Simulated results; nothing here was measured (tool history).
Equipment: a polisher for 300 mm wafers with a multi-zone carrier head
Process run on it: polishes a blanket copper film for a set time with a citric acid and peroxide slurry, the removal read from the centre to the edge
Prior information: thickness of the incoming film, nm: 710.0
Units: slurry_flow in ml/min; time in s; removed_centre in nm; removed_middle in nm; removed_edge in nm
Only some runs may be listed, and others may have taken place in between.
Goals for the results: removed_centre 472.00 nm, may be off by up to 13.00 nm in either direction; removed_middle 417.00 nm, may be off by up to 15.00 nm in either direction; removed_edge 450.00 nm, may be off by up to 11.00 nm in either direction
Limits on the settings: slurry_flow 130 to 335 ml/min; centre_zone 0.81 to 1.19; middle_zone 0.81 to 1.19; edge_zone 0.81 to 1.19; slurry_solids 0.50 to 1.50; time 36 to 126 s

Run 1, hour 0.0: slurry_flow 215 ml/min, centre_zone 1.00, middle_zone 1.00, edge_zone 1.00, slurry_solids 1.00, time 81 s. Result: removed_centre 269.70 nm, removed_middle 266.65 nm, removed_edge 266.89 nm.
Run 2, hour 2.9: slurry_flow 215 ml/min, centre_zone 1.00, middle_zone 1.07, edge_zone 1.00, slurry_solids 1.00, time 81 s. Result: removed_centre 272.41 nm, removed_middle 283.52 nm, removed_edge 260.67 nm.
Run 3, hour 5.5: slurry_flow 225 ml/min, centre_zone 1.02, middle_zone 1.05, edge_zone 1.04, slurry_solids 1.10, time 87 s. Result: removed_centre 303.30 nm, removed_middle 304.54 nm, removed_edge 298.72 nm.
Run 4, hour 12.7: slurry_flow 225 ml/min, centre_zone 1.02, middle_zone 1.05, edge_zone 1.04, slurry_solids 1.30, time 87 s. Result: removed_centre 320.13 nm, removed_middle 329.07 nm, removed_edge 308.60 nm.
Run 5, hour 17.4: slurry_flow 225 ml/min, centre_zone 0.95, middle_zone 1.05, edge_zone 1.04, slurry_solids 1.30, time 87 s. Result: removed_centre 296.74 nm, removed_middle 326.88 nm, removed_edge 311.62 nm.
Run 6, hour 25.8: slurry_flow 235 ml/min, centre_zone 0.99, middle_zone 1.04, edge_zone 1.07, slurry_solids 1.35, time 91 s. Result: removed_centre 330.03 nm, removed_middle 331.36 nm, removed_edge 335.87 nm.
Run 7, hour 32.9: slurry_flow 235 ml/min, centre_zone 0.99, middle_zone 1.04, edge_zone 1.07, slurry_solids 1.35, time 91 s. Result: removed_centre 328.26 nm, removed_middle 339.07 nm, removed_edge 333.73 nm.
Run 8, hour 36.2: slurry_flow 240 ml/min, centre_zone 1.01, middle_zone 1.04, edge_zone 1.09, slurry_solids 1.40, time 95 s. Result: removed_centre 355.04 nm, removed_middle 361.04 nm, removed_edge 356.93 nm.
At hour 40.1: worn pad replaced by a new one.
Run 9, hour 40.1: slurry_flow 250 ml/min, centre_zone 1.03, middle_zone 1.03, edge_zone 1.11, slurry_solids 1.40, time 98 s. Result: removed_centre 421.61 nm, removed_middle 409.43 nm, removed_edge 406.83 nm.
Run 10, hour 43.2: slurry_flow 250 ml/min, centre_zone 1.03, middle_zone 1.03, edge_zone 1.11, slurry_solids 1.40, time 98 s. Result: removed_centre 415.36 nm, removed_middle 415.87 nm, removed_edge 412.68 nm.

Which of these 5 next moves meets every target?
Run A, hour 46.3: slurry_flow 245 ml/min, centre_zone 1.16, middle_zone 1.01, edge_zone 0.97, slurry_solids 1.45, time 101 s. Result: removed_centre ?, removed_middle ?, removed_edge ?.
Run B, hour 46.3: slurry_flow 225 ml/min, centre_zone 1.07, middle_zone 0.94, edge_zone 1.09, slurry_solids 1.25, time 112 s. Result: removed_centre ?, removed_middle ?, removed_edge ?.
Run C, hour 46.3: slurry_flow 230 ml/min, centre_zone 1.06, middle_zone 0.99, edge_zone 1.06, slurry_solids 1.40, time 105 s. Result: removed_centre ?, removed_middle ?, removed_edge ?.
Run D, hour 46.3: slurry_flow 245 ml/min, centre_zone 1.06, middle_zone 1.19, edge_zone 1.04, slurry_solids 1.30, time 88 s. Result: removed_centre ?, removed_middle ?, removed_edge ?.
Run E, hour 46.3: slurry_flow 240 ml/min, centre_zone 0.82, middle_zone 1.04, edge_zone 1.19, slurry_solids 1.40, time 103 s. Result: removed_centre ?, removed_middle ?, removed_edge ?.

move  removed_centre  removed_middle  removed_edge
   A          479.94          416.94        398.85
   B          470.63          414.78        447.67
   C          451.76          419.11        426.48
   D          375.65          406.92        348.85
   E          355.54          431.48        445.27
A: meets the target for the result that was furthest off, but another lies outside its allowed miss
B: each result inside its tolerance
C: gains on the last run, yet a result remains outside its allowed miss
D: misses by more than the last run did
E: misses by more than the last run did
Go with B: it meets all targets.

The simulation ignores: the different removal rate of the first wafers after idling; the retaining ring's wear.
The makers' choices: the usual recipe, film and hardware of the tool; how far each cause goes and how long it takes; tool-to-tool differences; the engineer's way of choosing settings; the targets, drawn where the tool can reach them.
